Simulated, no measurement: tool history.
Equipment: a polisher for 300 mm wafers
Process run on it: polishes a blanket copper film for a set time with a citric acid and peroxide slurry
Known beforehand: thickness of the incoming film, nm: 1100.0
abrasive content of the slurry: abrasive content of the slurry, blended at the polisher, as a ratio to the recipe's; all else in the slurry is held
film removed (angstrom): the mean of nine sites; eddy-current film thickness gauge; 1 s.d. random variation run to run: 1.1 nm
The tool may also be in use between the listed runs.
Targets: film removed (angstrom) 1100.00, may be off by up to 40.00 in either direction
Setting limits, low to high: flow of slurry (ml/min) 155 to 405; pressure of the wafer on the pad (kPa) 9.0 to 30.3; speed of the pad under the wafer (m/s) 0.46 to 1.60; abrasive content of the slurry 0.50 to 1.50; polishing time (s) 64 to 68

run,hour,flow of slurry (ml/min),pressure of the wafer on the pad (kPa),speed of the pad under the wafer (m/s),abrasive content of the slurry,polishing time (s),film removed (angstrom)
1,0.0,260,19.3,1.02,1.00,64,1530.30
2,0.7,295,19.3,1.02,1.00,64,1557.50
3,7.5,355,19.3,1.02,1.00,64,1560.50
4,12.3,355,19.3,1.02,0.90,64,1545.00
5,21.3,355,19.3,1.02,0.90,68,1643.90
6,25.0,380,19.3,1.02,0.90,68,1668.20
7,29.8,380,17.9,1.02,0.90,68,1530.80
8,36.8,380,16.5,1.02,0.90,68,1416.00
9,38.5,380,15.9,1.02,0.90,68,1381.20
10,45.5,375,10.3,1.00,0.90,68,898.57
11,51.4,375,11.0,1.00,0.90,68,947.89
12,52.8,375,11.7,1.00,0.90,68,1014.30
13,54.5,375,12.4,1.00,0.90,68,1046.30

Which single option among these 5 for the next run brings every result within its allowed miss of target? Just one does.
A,56.2,380,13.8,0.96,0.80,68,?
B,56.2,360,16.5,0.88,0.95,66,?
C,56.2,365,11.7,0.98,0.90,68,?
D,56.2,405,15.2,0.98,0.75,68,?
E,56.2,390,13.8,1.06,0.80,67,?

move,film removed (angstrom)
A,1091.50
B,1196.60
C,973.24
D,1209.80
E,1184.90
A: every result lands within tolerance
B: carries the result that was furthest off beyond its target, to the other side
C: moves away from the targets compared with the last run
D: carries the result that was furthest off beyond its target, to the other side
E: carries the result that was furthest off beyond its target, to the other side
Correct choice: A, which meets every target

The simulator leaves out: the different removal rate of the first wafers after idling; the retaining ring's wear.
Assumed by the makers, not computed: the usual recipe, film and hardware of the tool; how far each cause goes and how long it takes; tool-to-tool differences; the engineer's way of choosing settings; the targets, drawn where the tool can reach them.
